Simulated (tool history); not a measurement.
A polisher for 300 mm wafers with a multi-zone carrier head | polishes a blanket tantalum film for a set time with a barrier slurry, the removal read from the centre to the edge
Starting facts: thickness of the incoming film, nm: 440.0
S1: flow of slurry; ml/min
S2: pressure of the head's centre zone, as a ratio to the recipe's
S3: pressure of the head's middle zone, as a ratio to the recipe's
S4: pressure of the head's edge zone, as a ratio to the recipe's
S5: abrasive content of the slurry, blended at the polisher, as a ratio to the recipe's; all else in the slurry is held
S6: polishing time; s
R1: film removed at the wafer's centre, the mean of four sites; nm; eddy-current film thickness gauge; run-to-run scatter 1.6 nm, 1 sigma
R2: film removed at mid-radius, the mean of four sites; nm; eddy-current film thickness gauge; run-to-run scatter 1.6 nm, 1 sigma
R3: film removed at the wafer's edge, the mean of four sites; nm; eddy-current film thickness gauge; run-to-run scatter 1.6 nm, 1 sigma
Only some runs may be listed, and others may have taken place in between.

run 1 hour=0.0 | S1=135 S2=1.00 S3=1.00 S4=1.00 S5=1.00 S6=78 | R1=128.58 R2=125.58 R3=125.76
run 2 hour=3.1 | S1=155 S2=1.00 S3=1.00 S4=1.00 S5=1.00 S6=78 | R1=132.21 R2=133.42 R3=130.16
run 3 hour=8.0 | S1=155 S2=1.00 S3=0.94 S4=1.00 S5=1.00 S6=78 | R1=133.94 R2=124.66 R3=130.79
run 4 hour=13.8 | S1=165 S2=1.00 S3=0.95 S4=1.03 S5=1.05 S6=78 | R1=137.56 R2=132.61 R3=134.12
run 5 hour=16.9 | S1=165 S2=1.00 S3=0.95 S4=1.06 S5=1.05 S6=78 | R1=140.05 R2=132.30 R3=136.02
run 6 hour=17.8 | S1=165 S2=1.00 S3=0.95 S4=1.06 S5=0.95 S6=78 | R1=130.56 R2=125.38 R3=131.44
run 7 hour=23.5 | S1=170 S2=0.98 S3=0.95 S4=1.08 S5=1.00 S6=79 | R1=136.13 R2=128.32 R3=135.03

Run 8 comes next. What will it give?
run 8 hour=28.8 | S1=165 S2=0.95 S3=0.97 S4=1.09 S5=1.05 S6=81 | R1=? R2=? R3=?

R1: 136.18 nm
R2: 139.28 nm
R3: 142.84 nm

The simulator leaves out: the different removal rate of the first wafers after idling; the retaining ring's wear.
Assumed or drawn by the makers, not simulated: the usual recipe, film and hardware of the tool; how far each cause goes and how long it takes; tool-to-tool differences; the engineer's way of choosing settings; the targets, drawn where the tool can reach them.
